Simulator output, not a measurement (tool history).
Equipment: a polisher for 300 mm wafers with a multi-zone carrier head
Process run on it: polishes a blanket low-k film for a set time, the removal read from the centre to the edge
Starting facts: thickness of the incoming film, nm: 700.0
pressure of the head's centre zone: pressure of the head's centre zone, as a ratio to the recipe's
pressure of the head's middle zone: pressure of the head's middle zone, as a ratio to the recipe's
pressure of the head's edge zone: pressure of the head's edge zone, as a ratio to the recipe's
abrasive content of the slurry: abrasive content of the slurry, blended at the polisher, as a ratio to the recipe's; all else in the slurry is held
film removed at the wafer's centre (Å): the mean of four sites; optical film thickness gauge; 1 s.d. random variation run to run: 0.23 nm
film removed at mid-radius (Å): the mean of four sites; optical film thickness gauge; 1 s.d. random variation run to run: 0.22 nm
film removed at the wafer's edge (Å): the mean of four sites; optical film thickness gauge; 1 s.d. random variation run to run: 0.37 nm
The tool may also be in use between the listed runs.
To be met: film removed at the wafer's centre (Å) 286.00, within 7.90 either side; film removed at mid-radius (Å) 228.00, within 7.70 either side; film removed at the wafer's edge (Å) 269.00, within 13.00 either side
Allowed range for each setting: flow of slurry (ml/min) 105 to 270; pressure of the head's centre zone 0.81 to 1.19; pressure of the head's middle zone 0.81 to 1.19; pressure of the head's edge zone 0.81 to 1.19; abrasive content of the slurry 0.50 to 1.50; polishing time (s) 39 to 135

run	day	flow of slurry (ml/min)	pressure of the head's centre zone	pressure of the head's middle zone	pressure of the head's edge zone	abrasive content of the slurry	polishing time (s)	film removed at the wafer's centre (Å)	film removed at mid-radius (Å)	film removed at the wafer's edge (Å)
1	0.000	175	1.00	1.00	1.00	1.00	87	155.23	160.39	160.62
2	0.167	185	1.03	0.98	1.03	1.10	90	177.40	172.91	177.11
3	0.392	190	1.05	0.96	1.06	1.15	93	191.97	179.95	195.14
4	0.438	200	1.08	0.96	1.08	1.20	94	203.77	186.01	207.76
5	0.767	205	1.10	0.96	1.08	1.25	95	216.39	192.02	208.34
6	1.125	205	1.03	0.96	1.08	1.25	95	200.87	193.86	209.52
7	1.242	210	1.06	0.96	1.09	1.30	96	210.57	197.50	217.56
8	1.462	215	1.08	0.96	1.10	1.35	97	224.76	206.35	223.15
9	1.662	215	1.10	0.95	1.11	1.40	98	232.86	205.47	233.95
# day 1.700: slurry nozzle cleaned
10	1.700	220	1.12	0.95	1.12	1.40	99	251.24	216.72	239.60
11	1.838	220	1.12	0.95	1.12	1.40	99	252.47	222.56	241.22
12	1.900	225	1.13	0.93	1.13	1.40	99	258.86	214.70	242.97
13	2.142	225	1.13	0.93	1.14	1.40	99	255.92	214.01	242.94
14	2.383	225	1.13	0.93	1.14	1.40	99	258.21	217.17	248.44
15	2.688	230	1.14	0.93	1.15	1.40	99	258.37	219.96	244.01
16	2.742	230	1.14	0.92	1.16	1.40	100	266.79	219.52	251.29
17	2.771	230	1.14	0.92	1.17	1.40	100	259.46	218.80	249.06
18	2.967	230	1.14	0.91	1.17	1.40	100	258.91	217.43	251.09
19	3.338	235	1.14	0.91	1.17	1.40	100	259.15	218.99	251.24
20	3.425	250	1.18	0.88	1.19	1.50	100	280.10	220.07	259.26
21	3.712	250	1.18	0.88	1.19	1.50	101	283.55	217.53	266.92

Exactly one of the 4 candidate moves below puts every result within its allowed miss. Which one?
A	4.000	245	1.18	0.83	1.16	1.50	102	?	?	?
B	4.000	230	1.19	0.82	1.18	1.40	107	?	?	?
C	4.000	235	1.18	0.82	1.19	1.40	104	?	?	?
D	4.000	260	1.17	0.90	1.19	1.45	103	?	?	?

move	film removed at the wafer's centre (Å)	film removed at mid-radius (Å)	film removed at the wafer's edge (Å)
A	287.38	211.25	263.09
B	294.03	212.34	269.97
C	284.08	206.86	264.01
D	286.12	226.50	266.78
A: its largest miss is bigger than the last run's
B: its largest miss is bigger than the last run's
C: its largest miss is bigger than the last run's
D: every result lands within tolerance
The move that meets every target is D.
